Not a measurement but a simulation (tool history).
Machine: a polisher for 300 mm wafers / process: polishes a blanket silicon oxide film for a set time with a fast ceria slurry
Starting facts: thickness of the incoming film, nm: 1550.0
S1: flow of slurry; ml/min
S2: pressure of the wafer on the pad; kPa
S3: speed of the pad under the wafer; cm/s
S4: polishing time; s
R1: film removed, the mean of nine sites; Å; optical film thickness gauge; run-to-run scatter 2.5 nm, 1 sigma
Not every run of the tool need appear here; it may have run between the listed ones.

run  hour   S1    S2   S3  S4      R1
  1   0.0  260  15.9  106  52  6420.3
  2   1.2  255  14.5  106  52  6035.3
  3   6.2  255  13.1  106  52  5597.4
  4  15.2  255  11.7  106  52  5203.1
  5  21.3  255  11.7  128  52  6247.0
  6  24.4  255  11.0  124  52  5833.1
  7  26.6  255  10.3  120  52  5406.8
  8  33.2  255   9.7  116  52  5038.8

What does the tool deliver on the next run?
  9  41.4  235  6.9  104  52   ?

R1: 3693.4 Å
